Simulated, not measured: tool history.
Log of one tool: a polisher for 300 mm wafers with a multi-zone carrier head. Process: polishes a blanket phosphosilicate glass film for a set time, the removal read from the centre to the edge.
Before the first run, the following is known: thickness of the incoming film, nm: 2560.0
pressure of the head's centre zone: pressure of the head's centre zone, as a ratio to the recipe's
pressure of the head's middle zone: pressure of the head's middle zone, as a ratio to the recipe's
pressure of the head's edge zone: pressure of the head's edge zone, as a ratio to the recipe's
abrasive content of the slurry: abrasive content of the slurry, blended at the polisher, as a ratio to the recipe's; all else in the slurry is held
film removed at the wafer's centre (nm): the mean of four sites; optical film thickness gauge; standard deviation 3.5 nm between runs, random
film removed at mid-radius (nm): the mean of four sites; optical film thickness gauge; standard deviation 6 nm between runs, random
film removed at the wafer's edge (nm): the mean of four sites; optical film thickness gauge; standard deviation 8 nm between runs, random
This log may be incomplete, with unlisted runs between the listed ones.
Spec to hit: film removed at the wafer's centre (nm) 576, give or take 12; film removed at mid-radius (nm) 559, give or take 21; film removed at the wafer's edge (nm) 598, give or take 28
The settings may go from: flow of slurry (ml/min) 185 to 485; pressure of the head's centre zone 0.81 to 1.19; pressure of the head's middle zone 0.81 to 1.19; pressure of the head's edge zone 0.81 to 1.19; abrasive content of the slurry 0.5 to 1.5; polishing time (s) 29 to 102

run,day,flow of slurry (ml/min),pressure of the head's centre zone,pressure of the head's middle zone,pressure of the head's edge zone,abrasive content of the slurry,polishing time (s),film removed at the wafer's centre (nm),film removed at mid-radius (nm),film removed at the wafer's edge (nm)
1,0,310,1,1,1,1,65,669.72,665.37,678.38
2,0.025,305,0.99,0.98,0.98,1,65,661.96,651.09,677.83
3,0.208,305,0.99,0.98,0.98,1.2,65,712.18,693.56,740.43
4,0.233,305,1.08,0.98,0.98,1.2,65,768.91,686.14,732.77
5,0.375,305,1.05,0.97,0.97,1.15,65,740.42,673.76,728.12
6,0.654,305,1.04,0.96,0.97,1.05,65,706.98,660.2,670.38
7,0.821,305,1.04,0.96,0.97,1.05,65,712.53,661.79,690.85
8,0.925,300,1.02,0.94,0.97,1,65,680.45,635.65,656.68
9,1.029,300,1.02,0.94,0.97,1,65,680.59,634.24,675.47
10,1.342,295,1.01,0.93,0.96,0.95,65,660.06,620.67,643.15
11,1.692,295,1.01,0.93,0.96,0.95,65,661.73,615.18,658.5

Below are 5 possible settings for the next run. Only one of them brings all results inside the allowed miss of their targets. Which is it?
A,2.042,260,1.19,1,0.86,0.6,73,?,?,?
B,2.042,315,0.85,1.06,1,1,60,?,?,?
C,2.042,320,0.96,1.09,0.88,1.05,59,?,?,?
D,2.042,270,0.98,0.93,1.02,0.9,61,?,?,?
E,2.042,430,1.05,1.14,0.88,0.7,62,?,?,?

move,film removed at the wafer's centre (nm),film removed at mid-radius (nm),film removed at the wafer's edge (nm)
A,688.97,580.83,577.77
B,520.75,641.26,633.67
C,591.74,656.85,614.22
D,573.9,560.28,613.15
E,584.41,610.06,549.41
A: lands further from the targets than the last run did
B: pushes the last run's worst result past its target
C: closer than the last run, but not yet in spec
D: every result within its allowed miss
E: the worst result of the last run now meets its target, but another is out of spec
Correct choice: D, which meets every target
